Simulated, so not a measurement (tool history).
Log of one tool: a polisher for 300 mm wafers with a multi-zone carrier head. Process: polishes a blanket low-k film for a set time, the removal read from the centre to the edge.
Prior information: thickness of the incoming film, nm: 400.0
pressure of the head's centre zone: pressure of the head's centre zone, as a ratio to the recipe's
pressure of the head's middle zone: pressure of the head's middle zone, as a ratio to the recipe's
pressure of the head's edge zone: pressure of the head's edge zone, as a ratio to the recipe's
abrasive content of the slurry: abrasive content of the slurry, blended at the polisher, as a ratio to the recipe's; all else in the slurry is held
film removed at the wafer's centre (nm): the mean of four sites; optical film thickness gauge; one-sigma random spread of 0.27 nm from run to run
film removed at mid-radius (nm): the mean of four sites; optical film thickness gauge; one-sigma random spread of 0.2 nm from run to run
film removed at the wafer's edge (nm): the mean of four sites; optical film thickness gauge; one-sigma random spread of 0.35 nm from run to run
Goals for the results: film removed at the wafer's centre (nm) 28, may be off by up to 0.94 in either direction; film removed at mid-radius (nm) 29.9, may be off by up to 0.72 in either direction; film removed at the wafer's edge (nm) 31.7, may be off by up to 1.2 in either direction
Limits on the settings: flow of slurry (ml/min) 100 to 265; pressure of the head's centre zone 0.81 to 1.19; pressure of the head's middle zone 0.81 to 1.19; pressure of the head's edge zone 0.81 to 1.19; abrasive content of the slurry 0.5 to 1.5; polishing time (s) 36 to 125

run	hour	flow of slurry (ml/min)	pressure of the head's centre zone	pressure of the head's middle zone	pressure of the head's edge zone	abrasive content of the slurry	polishing time (s)	film removed at the wafer's centre (nm)	film removed at mid-radius (nm)	film removed at the wafer's edge (nm)
1	0	170	1	1	1	1	80	32.893	31.907	31.858
2	0.7	160	0.98	1	1.01	1	80	31.836	31.553	31.584
3	1.9	140	0.98	1	1.01	1	80	31.213	30.387	31.42
4	9.6	135	0.96	1	1.02	1	80	30.086	30.807	30.904
5	17.1	135	0.96	1	1.02	1	61	22.79	23.084	23.969
6	21.4	150	0.96	1	1.06	1.1	61	24.279	24.923	25.998
7	29.9	170	0.96	1	1.09	1.15	61	25.565	26.449	27.413
8	37.6	185	0.95	0.99	1.11	1.2	61	26.316	26.815	28.27
9	40.8	195	0.94	0.99	1.13	1.25	61	27.099	27.952	29.387
10	44.4	200	0.93	0.99	1.14	1.25	61	26.41	27.737	30.225
11	48	210	0.93	1	1.14	1.25	61	26.653	27.994	29.694
12	52.2	210	0.93	1	1.15	1.25	61	26.515	28.021	30.065
13	53.2	215	0.93	1.01	1.16	1.25	61	26.901	28.399	30.354

Next run, 4 choices. One meets every target within its allowed miss, the rest don't. Which?
A	54.2	205	0.97	1.07	1.13	1.25	66	?	?	?
B	54.2	220	0.93	0.87	1.19	1.3	68	?	?	?
C	54.2	205	0.97	0.97	1.11	1.3	66	?	?	?
D	54.2	195	0.94	1.03	1.19	1.35	62	?	?	?

move	film removed at the wafer's centre (nm)	film removed at mid-radius (nm)	film removed at the wafer's edge (nm)
A	30.049	32.155	31.808
B	30.478	28.614	34.59
C	30.546	30.104	32.107
D	28.024	30.004	31.567
A: carries the result that was furthest off beyond its target, to the other side
B: moves away from the targets compared with the last run
C: brings the result that was furthest off to its target, and leaves another outside
D: meets every target
So the answer is move D, the one that meets all the targets.
